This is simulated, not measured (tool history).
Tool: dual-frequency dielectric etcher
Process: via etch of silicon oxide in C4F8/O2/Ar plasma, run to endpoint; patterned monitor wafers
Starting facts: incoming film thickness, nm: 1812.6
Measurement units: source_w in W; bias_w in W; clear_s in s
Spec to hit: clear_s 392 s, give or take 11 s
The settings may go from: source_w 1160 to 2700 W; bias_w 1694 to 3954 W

run    day  source_w  bias_w  clear_s
  1      0      1930    2824   320.32
  2  0.329      1670    2824   327.24
  3  0.492      1670    2475   349.88
  4  0.696      1800    2475   336.35
  5  0.962      1720    2393    348.8
  6  1.288      1900    2393   343.97
  7  1.562      1860    2298   343.43
  8  1.608      1790    2226   356.05
  9  1.688      1790    2226   354.69
 10    1.9      1790    2226   354.55
 11    2.2      1740    2177   359.23
 12  2.525      1690    2136   366.48
 13  2.625      1690    2136   364.23

5 candidate next runs follow, results not yet known. Just one meets every target within its allowed miss. Identify it.
  A  2.725      1970    2255        ?
  B  2.725      1950    2542        ?
  C  2.725      1680    2140        ?
  D  2.725      1640    2130        ?
  E  2.725      1620    1749        ?

move  clear_s
   A   342.09
   B    329.4
   C   365.59
   D   368.83
   E    395.8
A: lands further from the targets than the last run did
B: lands further from the targets than the last run did
C: as far off as the last run
D: nearer than the last run, and not there yet
E: every result lands within tolerance
Go with E: it meets all targets.
